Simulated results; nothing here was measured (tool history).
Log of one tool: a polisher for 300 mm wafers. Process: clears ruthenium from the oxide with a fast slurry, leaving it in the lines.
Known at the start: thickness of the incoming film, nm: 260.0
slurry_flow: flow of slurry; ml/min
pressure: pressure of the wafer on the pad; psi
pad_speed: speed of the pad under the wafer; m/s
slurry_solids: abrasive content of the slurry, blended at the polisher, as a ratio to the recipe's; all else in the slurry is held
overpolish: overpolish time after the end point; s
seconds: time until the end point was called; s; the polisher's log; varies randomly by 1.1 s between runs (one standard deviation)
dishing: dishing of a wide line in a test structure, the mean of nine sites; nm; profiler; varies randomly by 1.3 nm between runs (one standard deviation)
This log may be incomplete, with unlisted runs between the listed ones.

{"run": 1, "day": 0.0, "slurry_flow": 230, "pressure": 2.9, "pad_speed": 1.1, "slurry_solids": 1, "overpolish": 26, "seconds": 57.798, "dishing": 87.126}
{"run": 2, "day": 0.112, "slurry_flow": 230, "pressure": 2.9, "pad_speed": 1.1, "slurry_solids": 1.1, "overpolish": 26, "seconds": 53.974, "dishing": 92.42}
{"run": 3, "day": 0.333, "slurry_flow": 230, "pressure": 2.9, "pad_speed": 1.1, "slurry_solids": 1.3, "overpolish": 26, "seconds": 50.066, "dishing": 93.791}
{"run": 4, "day": 0.396, "slurry_flow": 230, "pressure": 2.9, "pad_speed": 0.86, "slurry_solids": 1.3, "overpolish": 26, "seconds": 59.051, "dishing": 84.9}
{"run": 5, "day": 0.683, "slurry_flow": 230, "pressure": 2.8, "pad_speed": 0.86, "slurry_solids": 1.3, "overpolish": 27, "seconds": 62.713, "dishing": 81.615}
{"run": 6, "day": 0.883, "slurry_flow": 230, "pressure": 2.7, "pad_speed": 0.86, "slurry_solids": 1.3, "overpolish": 29, "seconds": 64.461, "dishing": 83.159}
{"run": 7, "day": 1.017, "slurry_flow": 230, "pressure": 2.6, "pad_speed": 0.86, "slurry_solids": 1.3, "overpolish": 31, "seconds": 66.731, "dishing": 89.981}
{"run": 8, "day": 1.179, "slurry_flow": 230, "pressure": 2.5, "pad_speed": 0.86, "slurry_solids": 1.3, "overpolish": 31, "seconds": 69, "dishing": 82.203}
{"run": 9, "day": 1.45, "slurry_flow": 230, "pressure": 2.4, "pad_speed": 0.86, "slurry_solids": 1.3, "overpolish": 32, "seconds": 71.517, "dishing": 84.812}
{"run": 10, "day": 1.642, "slurry_flow": 230, "pressure": 2.3, "pad_speed": 0.86, "slurry_solids": 1.3, "overpolish": 33, "seconds": 74.809, "dishing": 83.277}
{"run": 11, "day": 1.988, "slurry_flow": 225, "pressure": 1.9, "pad_speed": 0.84, "slurry_solids": 1.3, "overpolish": 38, "seconds": 92.109, "dishing": 81.806}

For run 12, what comes out?
{"run": 12, "day": 2.079, "slurry_flow": 230, "pressure": 1.9, "pad_speed": 0.84, "slurry_solids": 1.3, "overpolish": 38, "seconds": "?", "dishing": "?"}

Run 12 came out at seconds 91.841 s, dishing 79.71 nm.
